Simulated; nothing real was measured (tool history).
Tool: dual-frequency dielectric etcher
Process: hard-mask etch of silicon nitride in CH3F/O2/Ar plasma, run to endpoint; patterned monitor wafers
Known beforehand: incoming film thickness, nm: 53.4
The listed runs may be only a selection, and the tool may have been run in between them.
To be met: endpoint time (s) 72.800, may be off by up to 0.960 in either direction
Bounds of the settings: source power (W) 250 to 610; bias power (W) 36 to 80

Run 1, hour 0.0: source power (W) 430, bias power (W) 58. Result: endpoint time (s) 87.770.
Run 2, hour 6.1: source power (W) 490, bias power (W) 58. Result: endpoint time (s) 83.334.
Run 3, hour 10.3: source power (W) 490, bias power (W) 63. Result: endpoint time (s) 80.210.
Run 4, hour 14.8: source power (W) 490, bias power (W) 57. Result: endpoint time (s) 83.843.
Run 5, hour 19.8: source power (W) 490, bias power (W) 65. Result: endpoint time (s) 78.845.
Run 6, hour 25.2: source power (W) 490, bias power (W) 57. Result: endpoint time (s) 84.305.
Run 7, hour 30.5: source power (W) 510, bias power (W) 58. Result: endpoint time (s) 82.220.
Run 8, hour 33.2: source power (W) 530, bias power (W) 59. Result: endpoint time (s) 80.208.

Next run, 4 choices. One meets every target within its allowed miss, the rest don't. Which?
Run A, hour 35.9: source power (W) 610, bias power (W) 68. Result: endpoint time (s) ?.
Run B, hour 35.9: source power (W) 590, bias power (W) 66. Result: endpoint time (s) ?.
Run C, hour 35.9: source power (W) 530, bias power (W) 66. Result: endpoint time (s) ?.
Run D, hour 35.9: source power (W) 520, bias power (W) 68. Result: endpoint time (s) ?.

move  endpoint time (s)
   A             70.962
   B             72.926
   C             75.939
   D             75.356
A: takes the result that was furthest off past its target
B: all results land within tolerance of their targets
C: better than the last run, though not everything is in spec
D: better than the last run, though not everything is in spec
The right move is B.
